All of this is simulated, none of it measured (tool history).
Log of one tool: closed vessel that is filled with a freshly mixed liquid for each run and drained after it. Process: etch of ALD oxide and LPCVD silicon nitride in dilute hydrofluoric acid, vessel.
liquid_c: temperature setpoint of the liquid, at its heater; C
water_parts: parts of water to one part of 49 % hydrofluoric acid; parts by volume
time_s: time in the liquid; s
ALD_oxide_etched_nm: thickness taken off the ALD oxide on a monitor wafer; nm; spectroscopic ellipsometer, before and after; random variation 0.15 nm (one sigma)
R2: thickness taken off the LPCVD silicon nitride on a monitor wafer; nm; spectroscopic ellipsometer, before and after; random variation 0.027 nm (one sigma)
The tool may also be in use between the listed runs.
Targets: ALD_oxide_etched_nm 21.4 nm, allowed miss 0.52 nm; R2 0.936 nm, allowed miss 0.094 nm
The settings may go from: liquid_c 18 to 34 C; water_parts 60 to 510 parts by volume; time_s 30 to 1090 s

run 1 hour=0 | liquid_c=26 water_parts=285 time_s=555 | ALD_oxide_etched_nm=26.022 R2=0.97542
run 2 hour=8.4 | liquid_c=26 water_parts=285 time_s=725 | ALD_oxide_etched_nm=33.594 R2=1.3625
run 3 hour=16.9 | liquid_c=25 water_parts=305 time_s=740 | ALD_oxide_etched_nm=30.686 R2=1.22
run 4 hour=26.4 | liquid_c=24.5 water_parts=320 time_s=750 | ALD_oxide_etched_nm=27.95 R2=1.1318
run 5 hour=28.5 | liquid_c=24 water_parts=330 time_s=765 | ALD_oxide_etched_nm=27.313 R2=1.1336
run 6 hour=31.9 | liquid_c=24 water_parts=380 time_s=765 | ALD_oxide_etched_nm=22.815 R2=0.95661
run 7 hour=33 | liquid_c=24 water_parts=380 time_s=765 | ALD_oxide_etched_nm=22.525 R2=0.90702
run 8 hour=38.8 | liquid_c=24 water_parts=385 time_s=770 | ALD_oxide_etched_nm=22.119 R2=0.96864

4 next moves are on the table. One of them brings every result within its allowed miss. Which?
run A hour=44.6 | liquid_c=21 water_parts=350 time_s=785 | ALD_oxide_etched_nm=? R2=?
run B hour=44.6 | liquid_c=20 water_parts=275 time_s=540 | ALD_oxide_etched_nm=? R2=?
run C hour=44.6 | liquid_c=25 water_parts=345 time_s=640 | ALD_oxide_etched_nm=? R2=?
run D hour=44.6 | liquid_c=24.5 water_parts=430 time_s=840 | ALD_oxide_etched_nm=? R2=?

move=A ALD_oxide_etched_nm=23.523 R2=0.86652
move=B ALD_oxide_etched_nm=21.243 R2=0.70705
move=C ALD_oxide_etched_nm=22.415 R2=0.9135
move=D ALD_oxide_etched_nm=21.479 R2=0.93493
A: further off than the last run
B: brings the result that was furthest off to its target, and leaves another outside
C: further off than the last run
D: meets every target
The right move is D.
